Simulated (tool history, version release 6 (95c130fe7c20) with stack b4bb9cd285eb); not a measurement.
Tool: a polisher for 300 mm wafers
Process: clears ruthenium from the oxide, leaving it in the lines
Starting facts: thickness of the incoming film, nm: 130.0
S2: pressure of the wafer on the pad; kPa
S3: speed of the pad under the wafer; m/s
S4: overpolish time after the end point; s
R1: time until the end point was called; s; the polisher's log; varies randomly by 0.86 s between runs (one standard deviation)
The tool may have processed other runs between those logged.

{"run": 1, "day": 0.0, "flow of slurry (ml/min)": 255, "S2": 13.8, "S3": 1.2, "S4": 9, "R1": 113.27}
{"run": 2, "day": 0.158, "flow of slurry (ml/min)": 255, "S2": 10.3, "S3": 1.2, "S4": 9, "R1": 150}
{"run": 3, "day": 0.254, "flow of slurry (ml/min)": 255, "S2": 13.8, "S3": 1.22, "S4": 9, "R1": 110.43}
{"run": 4, "day": 0.617, "flow of slurry (ml/min)": 255, "S2": 15.9, "S3": 1.24, "S4": 9, "R1": 93.476}
{"run": 5, "day": 0.662, "flow of slurry (ml/min)": 255, "S2": 17.2, "S3": 1.26, "S4": 9, "R1": 88.964}
{"run": 6, "day": 0.796, "flow of slurry (ml/min)": 255, "S2": 18.6, "S3": 1.3, "S4": 9, "R1": 75.965}

Forecast run 7:
{"run": 7, "day": 1.058, "flow of slurry (ml/min)": 255, "S2": 19.3, "S3": 1.3, "S4": 9, "R1": "?"}

{"run 7": {"R1": 75.793}}
